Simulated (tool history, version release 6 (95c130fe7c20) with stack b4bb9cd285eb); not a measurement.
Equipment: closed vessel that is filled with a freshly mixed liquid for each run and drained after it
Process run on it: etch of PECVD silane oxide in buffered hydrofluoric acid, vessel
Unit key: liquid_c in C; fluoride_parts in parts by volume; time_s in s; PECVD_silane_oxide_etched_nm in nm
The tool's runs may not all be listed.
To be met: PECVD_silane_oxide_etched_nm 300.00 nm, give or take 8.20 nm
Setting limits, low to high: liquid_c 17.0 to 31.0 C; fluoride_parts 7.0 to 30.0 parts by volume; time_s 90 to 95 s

| run | hour | liquid_c | fluoride_parts | time_s | PECVD_silane_oxide_etched_nm |
|---|---|---|---|---|---|
| 1 | 0.0 | 23.0 | 19.0 | 90 | 242.11 |
| 2 | 7.4 | 26.0 | 19.0 | 90 | 285.06 |
| 3 | 12.9 | 26.0 | 24.0 | 90 | 241.82 |
| 4 | 17.5 | 24.0 | 24.0 | 90 | 215.89 |
| 5 | 25.6 | 25.5 | 24.0 | 90 | 235.91 |
| 6 | 29.1 | 25.5 | 24.0 | 90 | 234.60 |
| 7 | 30.8 | 26.5 | 24.0 | 90 | 246.80 |
| 8 | 36.5 | 27.5 | 24.0 | 90 | 261.42 |
| 9 | 38.1 | 28.0 | 24.0 | 90 | 265.71 |
| 10 | 44.2 | 28.5 | 24.0 | 90 | 272.87 |
| 11 | 45.5 | 29.0 | 24.0 | 90 | 285.21 |

Below are 5 possible settings for the next run. Only one of them brings all results inside the allowed miss of their targets. Which is it?
| A | 46.8 | 31.0 | 23.0 | 90 | ? |
| B | 46.8 | 28.5 | 23.5 | 90 | ? |
| C | 46.8 | 31.0 | 25.5 | 90 | ? |
| D | 46.8 | 31.0 | 24.0 | 90 | ? |
| E | 46.8 | 31.0 | 29.0 | 90 | ? |

| move | PECVD_silane_oxide_etched_nm |
|---|---|
| A | 326.27 |
| B | 281.62 |
| C | 304.11 |
| D | 316.93 |
| E | 278.64 |
A: carries the result that was furthest off beyond its target, to the other side
B: misses by more than the last run did
C: in spec on every target
D: carries the result that was furthest off beyond its target, to the other side
E: misses by more than the last run did
Answer: C
